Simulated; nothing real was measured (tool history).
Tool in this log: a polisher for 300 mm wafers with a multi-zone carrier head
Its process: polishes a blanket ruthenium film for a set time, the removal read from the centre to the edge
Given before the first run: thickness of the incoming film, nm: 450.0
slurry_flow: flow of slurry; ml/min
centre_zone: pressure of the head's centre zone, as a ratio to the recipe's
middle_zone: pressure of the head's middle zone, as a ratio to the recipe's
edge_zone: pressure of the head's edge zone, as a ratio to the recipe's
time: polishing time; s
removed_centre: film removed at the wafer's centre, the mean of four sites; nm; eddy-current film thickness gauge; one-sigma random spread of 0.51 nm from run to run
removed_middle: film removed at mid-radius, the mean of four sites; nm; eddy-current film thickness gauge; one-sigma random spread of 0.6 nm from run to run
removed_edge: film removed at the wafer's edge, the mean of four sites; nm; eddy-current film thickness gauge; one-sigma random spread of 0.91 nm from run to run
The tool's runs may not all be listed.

run  hour  slurry_flow  centre_zone  middle_zone  edge_zone  time  removed_centre  removed_middle  removed_edge
  1   0.0          295         1.00         1.00       1.00    83         120.080         123.170       124.810
  2   1.3          295         0.99         0.99       0.98    78         111.260         116.350       114.920
  3   7.3          295         0.99         1.06       0.98    78         111.340         122.980       117.490
  4  13.2          295         0.99         1.06       0.93    78         112.510         123.840       114.750
  5  16.4          290         0.98         1.03       0.91    74         105.160         113.310       106.130
  6  20.1          290         0.98         1.03       0.84    74         105.170         113.250       101.630
  7  29.0          285         0.93         0.93       0.82    51          69.646          70.976        69.224
  8  34.3          295         0.94         0.94       0.84    51          69.774          71.948        71.021
  9  39.6          300         0.95         0.95       0.85    51          70.290          72.941        72.545
 10  41.9          300         0.96         0.96       0.85    51          70.430          73.309        69.977
 11  44.3          300         0.97         0.96       0.87    52          72.627          75.250        74.804
 12  46.6          300         0.98         0.97       0.87    52          74.320          76.045        73.738
 13  51.7          300         0.98         0.97       0.88    52          73.136          75.301        74.303

Estimate the outcome of run 14 from the log above:
 14  53.8          300         0.99         0.98       0.89    52               ?               ?             ?

For run 14 the tool returned removed_centre 73.570 nm, removed_middle 77.136 nm, removed_edge 75.061 nm.
